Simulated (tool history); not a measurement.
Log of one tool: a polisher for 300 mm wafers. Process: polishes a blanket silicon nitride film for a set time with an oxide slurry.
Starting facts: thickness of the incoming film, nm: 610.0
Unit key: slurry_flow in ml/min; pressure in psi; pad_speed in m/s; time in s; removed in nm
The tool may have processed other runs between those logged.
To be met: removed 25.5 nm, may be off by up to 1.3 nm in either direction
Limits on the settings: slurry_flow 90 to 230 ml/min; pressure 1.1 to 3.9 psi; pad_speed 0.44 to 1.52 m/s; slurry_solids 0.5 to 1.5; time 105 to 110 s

run 1 day=0 | slurry_flow=150 pressure=2.5 pad_speed=0.98 slurry_solids=1 time=105 | removed=37.814
run 2 day=0.104 | slurry_flow=150 pressure=2.5 pad_speed=0.86 slurry_solids=1 time=105 | removed=34.618
run 3 day=0.325 | slurry_flow=180 pressure=2.5 pad_speed=0.86 slurry_solids=1 time=105 | removed=36.003
run 4 day=0.354 | slurry_flow=180 pressure=2.4 pad_speed=0.86 slurry_solids=1 time=105 | removed=35.213
run 5 day=0.546 | slurry_flow=175 pressure=2.3 pad_speed=0.86 slurry_solids=1 time=105 | removed=33.286
run 6 day=0.758 | slurry_flow=175 pressure=2.2 pad_speed=0.86 slurry_solids=1 time=105 | removed=33.227
run 7 day=0.842 | slurry_flow=175 pressure=2.1 pad_speed=0.86 slurry_solids=1 time=105 | removed=30.812
-- day=1.067 conditioning disc replaced and pad reconditioned
run 8 day=1.067 | slurry_flow=175 pressure=2.1 pad_speed=0.86 slurry_solids=1 time=105 | removed=38.874
run 9 day=1.246 | slurry_flow=175 pressure=2.3 pad_speed=0.84 slurry_solids=1 time=105 | removed=42.534
run 10 day=1.567 | slurry_flow=170 pressure=2.1 pad_speed=0.86 slurry_solids=1 time=105 | removed=38.819
run 11 day=1.9 | slurry_flow=170 pressure=2.3 pad_speed=0.84 slurry_solids=1 time=105 | removed=43.377
run 12 day=2.042 | slurry_flow=175 pressure=2.2 pad_speed=0.84 slurry_solids=1 time=105 | removed=40.396
run 13 day=2.067 | slurry_flow=175 pressure=2.2 pad_speed=0.9 slurry_solids=1 time=105 | removed=41.155
run 14 day=2.338 | slurry_flow=170 pressure=2.3 pad_speed=0.88 slurry_solids=1 time=105 | removed=42.45
run 15 day=2.496 | slurry_flow=170 pressure=1.6 pad_speed=0.82 slurry_solids=1 time=105 | removed=29.906
run 16 day=2.708 | slurry_flow=165 pressure=1.2 pad_speed=0.8 slurry_solids=1 time=105 | removed=21.951
run 17 day=3.029 | slurry_flow=170 pressure=1.2 pad_speed=0.8 slurry_solids=1 time=105 | removed=21.037

Consider the 5 candidate settings below. Which is the only one whose results all fall within their allowed miss of target?
run A day=3.35 | slurry_flow=170 pressure=1.2 pad_speed=0.84 slurry_solids=1.05 time=105 | removed=?
run B day=3.35 | slurry_flow=170 pressure=1.4 pad_speed=0.68 slurry_solids=0.95 time=110 | removed=?
run C day=3.35 | slurry_flow=225 pressure=2 pad_speed=0.5 slurry_solids=0.95 time=108 | removed=?
run D day=3.35 | slurry_flow=180 pressure=1.1 pad_speed=0.9 slurry_solids=0.9 time=109 | removed=?
run E day=3.35 | slurry_flow=170 pressure=1.5 pad_speed=0.6 slurry_solids=1 time=110 | removed=?

move=A removed=22.904
move=B removed=22.856
move=C removed=25.85
move=D removed=22.024
move=E removed=22.625
A: moves toward the targets from the last run without getting all of them in spec
B: moves toward the targets from the last run without getting all of them in spec
C: in spec on every target
D: moves toward the targets from the last run without getting all of them in spec
E: moves toward the targets from the last run without getting all of them in spec
Correct choice: C, which meets every target
